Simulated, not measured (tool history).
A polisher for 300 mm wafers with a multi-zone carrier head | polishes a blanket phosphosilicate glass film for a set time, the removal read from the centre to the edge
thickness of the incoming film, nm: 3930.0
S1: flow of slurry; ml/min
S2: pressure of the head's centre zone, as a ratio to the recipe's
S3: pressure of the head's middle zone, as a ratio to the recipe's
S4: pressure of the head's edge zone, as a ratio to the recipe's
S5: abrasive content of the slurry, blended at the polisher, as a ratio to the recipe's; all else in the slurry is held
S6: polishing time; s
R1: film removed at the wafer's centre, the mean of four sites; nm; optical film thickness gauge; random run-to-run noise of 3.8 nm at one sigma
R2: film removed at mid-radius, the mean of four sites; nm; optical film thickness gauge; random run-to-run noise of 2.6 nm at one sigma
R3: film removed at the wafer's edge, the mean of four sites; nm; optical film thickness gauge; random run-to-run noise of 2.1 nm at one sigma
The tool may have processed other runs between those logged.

run	hour	S1	S2	S3	S4	S5	S6	R1	R2	R3
1	0.0	215	1.00	1.00	1.00	1.00	72	648.37	657.75	654.82
2	3.0	215	1.00	1.00	1.00	1.00	78	709.78	706.30	709.48
3	9.6	215	1.00	1.00	1.07	1.00	78	713.20	722.19	733.20
4	16.9	215	0.95	1.00	1.07	1.00	78	683.56	706.78	732.73
5	23.0	215	0.95	1.00	1.07	1.00	63	541.02	569.90	598.63
6	31.3	215	0.91	1.00	1.07	1.00	63	521.12	580.60	591.92

Predict the results of run 7:
7	39.6	195	1.01	0.90	0.97	0.75	44	?	?	?

Run 7 produced R1 354.77 nm, R2 325.66 nm, R3 352.04 nm.
